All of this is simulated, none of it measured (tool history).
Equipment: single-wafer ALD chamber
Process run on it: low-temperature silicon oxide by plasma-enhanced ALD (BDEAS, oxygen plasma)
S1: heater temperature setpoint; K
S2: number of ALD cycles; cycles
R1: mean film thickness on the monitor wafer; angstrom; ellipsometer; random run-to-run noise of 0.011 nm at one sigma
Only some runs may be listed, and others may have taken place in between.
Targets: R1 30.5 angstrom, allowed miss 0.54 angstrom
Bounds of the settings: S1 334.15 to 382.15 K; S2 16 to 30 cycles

{"run": 1, "day": 0.0, "S1": 358.15, "S2": 23, "R1": 35.491}
{"run": 2, "day": 0.192, "S1": 360.15, "S2": 23, "R1": 35.125}
{"run": 3, "day": 0.317, "S1": 355.15, "S2": 23, "R1": 35.96}
{"run": 4, "day": 0.683, "S1": 358.15, "S2": 23, "R1": 35.264}
{"run": 5, "day": 0.754, "S1": 358.15, "S2": 21, "R1": 32.64}
{"run": 6, "day": 0.929, "S1": 350.15, "S2": 21, "R1": 33.559}
{"run": 7, "day": 1.283, "S1": 352.15, "S2": 21, "R1": 33.075}
{"run": 8, "day": 1.342, "S1": 354.15, "S2": 21, "R1": 32.913}

Which one of the following 4 next-run settings gets every result inside its allowed miss? There is exactly one.
{"run": "A", "day": 1.4, "S1": 361.15, "S2": 19, "R1": "?"}
{"run": "B", "day": 1.4, "S1": 357.15, "S2": 22, "R1": "?"}
{"run": "C", "day": 1.4, "S1": 348.15, "S2": 19, "R1": "?"}
{"run": "D", "day": 1.4, "S1": 358.15, "S2": 19, "R1": "?"}

move=A R1=29.124
move=B R1=34.205
move=C R1=30.477
move=D R1=29.437
A: takes the result that was furthest off past its target
B: lands further from the targets than the last run did
C: all results in spec
D: takes the result that was furthest off past its target
Move C is the one to make.
